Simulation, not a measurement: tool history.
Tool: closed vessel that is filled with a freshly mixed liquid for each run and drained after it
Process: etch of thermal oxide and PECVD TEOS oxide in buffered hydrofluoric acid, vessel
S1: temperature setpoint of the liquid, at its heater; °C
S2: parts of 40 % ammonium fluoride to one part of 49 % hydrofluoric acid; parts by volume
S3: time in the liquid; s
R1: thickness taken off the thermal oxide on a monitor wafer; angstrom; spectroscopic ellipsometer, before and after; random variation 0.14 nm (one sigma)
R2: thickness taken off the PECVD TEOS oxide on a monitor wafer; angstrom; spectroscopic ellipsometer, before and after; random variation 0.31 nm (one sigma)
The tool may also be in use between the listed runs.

run 1 hour=0 | S1=25 S2=20.5 S3=65 | R1=392.58 R2=643.95
run 2 hour=6.9 | S1=25 S2=22.5 S3=65 | R1=368.45 R2=611.28
run 3 hour=7.8 | S1=23 S2=23.5 S3=65 | R1=319.81 R2=521.66
run 4 hour=14.6 | S1=21.5 S2=23.5 S3=65 | R1=294.03 R2=488.91
run 5 hour=21.7 | S1=21.5 S2=20.5 S3=65 | R1=328.37 R2=528.65
run 6 hour=24.4 | S1=20.5 S2=22 S3=65 | R1=294.47 R2=468.83

Forecast run 7:
run 7 hour=32.6 | S1=20 S2=23.5 S3=65 | R1=? R2=?

{"run 7": {"R1": 270.8, "R2": 447.3}}
